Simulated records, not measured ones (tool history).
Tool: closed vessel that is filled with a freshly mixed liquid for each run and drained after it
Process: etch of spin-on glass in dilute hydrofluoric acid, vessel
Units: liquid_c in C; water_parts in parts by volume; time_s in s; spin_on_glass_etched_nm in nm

run	hour	liquid_c	water_parts	time_s	spin_on_glass_etched_nm
1	0.0	24.0	85	30	10.618
2	1.0	24.0	85	30	10.680
3	6.1	24.0	75	30	12.117
4	12.3	24.0	75	30	12.159
5	13.6	21.0	75	30	10.790
6	19.3	22.0	75	30	11.211
# hour 27.2: hydrofluoric acid flow meter replaced
7	27.2	23.0	75	30	13.448
8	35.1	26.0	75	30	15.070
9	36.9	26.0	75	30	15.124
10	42.9	27.0	75	30	15.894

The next listed run, before its measurement:
11	50.2	27.5	75	30	?

Run 11 gave spin_on_glass_etched_nm 16.072 nm.

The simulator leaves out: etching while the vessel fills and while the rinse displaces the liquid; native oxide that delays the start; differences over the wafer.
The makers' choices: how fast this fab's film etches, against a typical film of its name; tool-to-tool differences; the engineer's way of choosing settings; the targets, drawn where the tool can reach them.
